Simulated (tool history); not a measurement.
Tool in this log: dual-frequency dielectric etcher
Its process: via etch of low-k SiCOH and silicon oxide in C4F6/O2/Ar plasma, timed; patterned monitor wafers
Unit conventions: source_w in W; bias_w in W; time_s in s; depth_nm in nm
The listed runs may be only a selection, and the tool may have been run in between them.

Run 1, hour 0.0: source_w 470 W, bias_w 133 W, time_s 109.5 s. Result: depth_nm 298.99 nm.
Run 2, hour 8.3: source_w 470 W, bias_w 143 W, time_s 109.5 s. Result: depth_nm 310.22 nm.
Run 3, hour 11.9: source_w 490 W, bias_w 144 W, time_s 109.5 s. Result: depth_nm 315.97 nm.
Run 4, hour 13.6: source_w 430 W, bias_w 144 W, time_s 109.5 s. Result: depth_nm 301.82 nm.
Run 5, hour 21.5: source_w 380 W, bias_w 144 W, time_s 109.5 s. Result: depth_nm 287.60 nm.
Run 6, hour 26.6: source_w 380 W, bias_w 125 W, time_s 109.5 s. Result: depth_nm 268.99 nm.

Predict the results of run 7:
Run 7, hour 28.1: source_w 450 W, bias_w 127 W, time_s 109.5 s. Result: depth_nm ?.

{"run 7": {"depth_nm": 287.71}}
